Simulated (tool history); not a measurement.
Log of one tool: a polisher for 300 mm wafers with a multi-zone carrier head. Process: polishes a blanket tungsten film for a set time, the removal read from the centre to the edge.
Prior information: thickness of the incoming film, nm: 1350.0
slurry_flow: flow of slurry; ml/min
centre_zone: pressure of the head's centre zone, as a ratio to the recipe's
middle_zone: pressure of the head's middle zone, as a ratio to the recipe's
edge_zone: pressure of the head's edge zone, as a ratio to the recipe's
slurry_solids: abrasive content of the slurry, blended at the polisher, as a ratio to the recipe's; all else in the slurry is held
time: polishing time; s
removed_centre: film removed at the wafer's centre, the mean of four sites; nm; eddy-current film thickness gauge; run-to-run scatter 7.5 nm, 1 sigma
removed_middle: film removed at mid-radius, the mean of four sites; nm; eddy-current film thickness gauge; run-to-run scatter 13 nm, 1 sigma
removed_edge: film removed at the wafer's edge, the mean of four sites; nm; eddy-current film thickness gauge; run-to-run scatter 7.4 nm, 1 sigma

run,hour,slurry_flow,centre_zone,middle_zone,edge_zone,slurry_solids,time,removed_centre,removed_middle,removed_edge
1,0.0,215,1.00,1.00,1.00,1.00,66,532.71,557.22,552.77
2,6.5,215,1.05,1.00,1.00,1.00,66,559.62,568.32,541.36
3,14.0,225,1.03,1.05,1.01,1.15,69,600.19,612.57,596.01
4,14.8,205,1.03,1.05,1.01,1.15,69,591.09,620.27,601.41
5,23.6,190,1.01,1.09,0.96,1.20,74,619.54,690.44,630.60
6,32.4,190,1.01,1.09,0.88,1.20,74,626.07,696.20,598.78
7,34.0,190,0.99,1.12,0.88,1.25,77,644.53,743.28,622.17
8,41.6,185,0.97,1.14,0.90,1.30,79,654.43,790.08,645.33
9,45.6,185,0.97,1.14,0.90,1.30,79,650.00,789.64,643.57
10,48.9,185,0.97,1.15,0.94,1.35,80,677.81,793.72,691.64

Estimate the outcome of run 11 from the log above:
11,55.2,190,0.95,1.16,0.94,1.40,82,?,?,?

removed_centre: 679.27 nm
removed_middle: 819.64 nm
removed_edge: 714.41 nm

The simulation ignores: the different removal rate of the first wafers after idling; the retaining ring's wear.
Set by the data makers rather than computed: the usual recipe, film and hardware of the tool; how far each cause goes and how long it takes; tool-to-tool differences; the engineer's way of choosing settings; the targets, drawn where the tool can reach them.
